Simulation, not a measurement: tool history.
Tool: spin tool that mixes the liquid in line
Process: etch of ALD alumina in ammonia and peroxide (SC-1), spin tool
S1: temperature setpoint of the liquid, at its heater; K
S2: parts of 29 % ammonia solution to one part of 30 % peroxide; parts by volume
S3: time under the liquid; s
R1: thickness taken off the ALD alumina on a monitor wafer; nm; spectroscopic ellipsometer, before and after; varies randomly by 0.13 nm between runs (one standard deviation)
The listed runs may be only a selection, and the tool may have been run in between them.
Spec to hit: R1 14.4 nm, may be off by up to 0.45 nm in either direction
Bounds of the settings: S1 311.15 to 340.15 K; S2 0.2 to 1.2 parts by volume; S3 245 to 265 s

| run | day | S1 | S2 | S3 | R1 |
|---|---|---|---|---|---|
| 1 | 0 | 324.15 | 0.7 | 245 | 10.233 |
| 2 | 0.142 | 325.65 | 0.7 | 245 | 11.036 |
| 3 | 0.183 | 325.65 | 0.7 | 245 | 11.014 |
| 4 | 0.288 | 331.65 | 0.7 | 245 | 15.343 |
| 5 | 0.662 | 331.15 | 0.7 | 245 | 15.003 |
| 6 | 0.775 | 336.15 | 0.7 | 245 | 19.27 |
| 7 | 1.15 | 334.65 | 0.7 | 245 | 17.832 |
| 8 | 1.383 | 334.65 | 0.7 | 245 | 17.733 |
| 9 | 1.688 | 333.65 | 0.7 | 245 | 16.873 |
| 10 | 1.904 | 332.65 | 0.7 | 245 | 16.378 |
| 11 | 1.942 | 332.15 | 0.7 | 245 | 15.577 |
| 12 | 2.233 | 331.65 | 0.7 | 245 | 15.31 |
|  | 2.542 | heated supply line repaired |
| 13 | 2.542 | 331.15 | 0.7 | 245 | 16.4 |
| 14 | 2.846 | 330.65 | 0.7 | 245 | 15.87 |

Of the 5 settings listed for the next run, only one would bring every result within its allowed miss of target. Which one?
| A | 3.15 | 332.15 | 0.75 | 255 | ? |
| B | 3.15 | 333.65 | 0.65 | 245 | ? |
| C | 3.15 | 332.15 | 0.7 | 245 | ? |
| D | 3.15 | 330.65 | 0.6 | 265 | ? |
| E | 3.15 | 327.15 | 0.7 | 265 | ? |

| move | R1 |
|---|---|
| A | 17.95 |
| B | 18.378 |
| C | 17.134 |
| D | 16.894 |
| E | 14.247 |
A: further off than the last run
B: further off than the last run
C: further off than the last run
D: further off than the last run
E: hits every target within its allowed miss
The move that meets every target is E.

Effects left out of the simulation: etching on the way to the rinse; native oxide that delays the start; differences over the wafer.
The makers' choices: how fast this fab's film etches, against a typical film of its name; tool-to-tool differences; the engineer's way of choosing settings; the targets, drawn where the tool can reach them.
